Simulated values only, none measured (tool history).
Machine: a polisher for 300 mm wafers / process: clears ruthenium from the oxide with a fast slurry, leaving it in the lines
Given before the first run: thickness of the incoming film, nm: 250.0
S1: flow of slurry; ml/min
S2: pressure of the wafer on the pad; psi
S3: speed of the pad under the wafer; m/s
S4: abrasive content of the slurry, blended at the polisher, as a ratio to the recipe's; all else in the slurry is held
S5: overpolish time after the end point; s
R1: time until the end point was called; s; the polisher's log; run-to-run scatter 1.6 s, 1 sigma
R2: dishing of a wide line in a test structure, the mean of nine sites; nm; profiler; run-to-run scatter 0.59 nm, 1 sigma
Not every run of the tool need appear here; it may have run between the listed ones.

run 1 hour=0.0 | S1=200 S2=1.9 S3=1.14 S4=1.00 S5=13 | R1=66.638 R2=39.602
run 2 hour=5.6 | S1=200 S2=1.9 S3=1.14 S4=1.10 S5=13 | R1=66.779 R2=39.941
run 3 hour=9.4 | S1=200 S2=1.7 S3=1.14 S4=1.10 S5=14 | R1=69.753 R2=38.699
run 4 hour=11.1 | S1=235 S2=1.7 S3=1.14 S4=1.10 S5=14 | R1=67.997 R2=40.455
run 5 hour=14.1 | S1=235 S2=1.7 S3=1.04 S4=1.10 S5=14 | R1=74.973 R2=36.348
run 6 hour=16.7 | S1=225 S2=1.6 S3=1.02 S4=1.05 S5=16 | R1=79.300 R2=39.990

What will run 7 give?
run 7 hour=21.0 | S1=225 S2=1.0 S3=1.00 S4=1.05 S5=21 | R1=? R2=?

Run 7 yielded R1 113.940 s, R2 37.386 nm.

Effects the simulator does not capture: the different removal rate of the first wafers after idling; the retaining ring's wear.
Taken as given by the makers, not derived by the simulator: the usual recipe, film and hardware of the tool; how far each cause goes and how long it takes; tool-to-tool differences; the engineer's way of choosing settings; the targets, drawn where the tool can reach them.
